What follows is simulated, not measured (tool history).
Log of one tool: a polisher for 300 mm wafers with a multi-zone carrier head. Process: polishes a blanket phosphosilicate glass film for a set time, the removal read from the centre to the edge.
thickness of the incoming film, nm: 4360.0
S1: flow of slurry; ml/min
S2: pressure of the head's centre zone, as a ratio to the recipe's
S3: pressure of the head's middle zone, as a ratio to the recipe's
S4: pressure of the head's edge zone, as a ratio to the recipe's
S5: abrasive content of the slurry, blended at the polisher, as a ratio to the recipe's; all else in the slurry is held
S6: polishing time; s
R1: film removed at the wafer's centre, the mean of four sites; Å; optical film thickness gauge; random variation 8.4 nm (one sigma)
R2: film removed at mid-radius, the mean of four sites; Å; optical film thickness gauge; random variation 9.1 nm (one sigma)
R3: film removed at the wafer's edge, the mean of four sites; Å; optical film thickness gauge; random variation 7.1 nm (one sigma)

| run | day | S1 | S2 | S3 | S4 | S5 | S6 | R1 | R2 | R3 |
|---|---|---|---|---|---|---|---|---|---|---|
| 1 | 0 | 205 | 1 | 1 | 1 | 1 | 68 | 5411.4 | 5372.1 | 5128.6 |
| 2 | 0.325 | 155 | 1 | 1 | 1 | 1 | 68 | 4965.9 | 5059.6 | 5129.8 |
| 3 | 0.617 | 200 | 1 | 1 | 1 | 1 | 68 | 5179.2 | 5353.7 | 5176.1 |
| 4 | 0.712 | 200 | 1 | 1 | 1 | 1 | 56 | 4339.7 | 4309.8 | 4246.5 |
| 5 | 1 | 200 | 1 | 1.08 | 1 | 1 | 56 | 4318.2 | 4602.2 | 4338.2 |
| 6 | 1.025 | 200 | 0.96 | 1.08 | 1 | 1 | 56 | 4131 | 4577.6 | 4300 |
| 7 | 1.279 | 205 | 0.99 | 1.09 | 1.01 | 1.1 | 57 | 4471.6 | 4776.4 | 4545.6 |
| 8 | 1.629 | 205 | 0.99 | 1.09 | 1.01 | 1.1 | 57 | 4457.6 | 4873.1 | 4405.4 |

The next listed run, before its measurement:
| 9 | 1.879 | 195 | 1 | 1.08 | 1.02 | 1.15 | 61 | ? | ? | ? |

{"run 9": {"R1": 4913.1, "R2": 5222.5, "R3": 4865.1}}

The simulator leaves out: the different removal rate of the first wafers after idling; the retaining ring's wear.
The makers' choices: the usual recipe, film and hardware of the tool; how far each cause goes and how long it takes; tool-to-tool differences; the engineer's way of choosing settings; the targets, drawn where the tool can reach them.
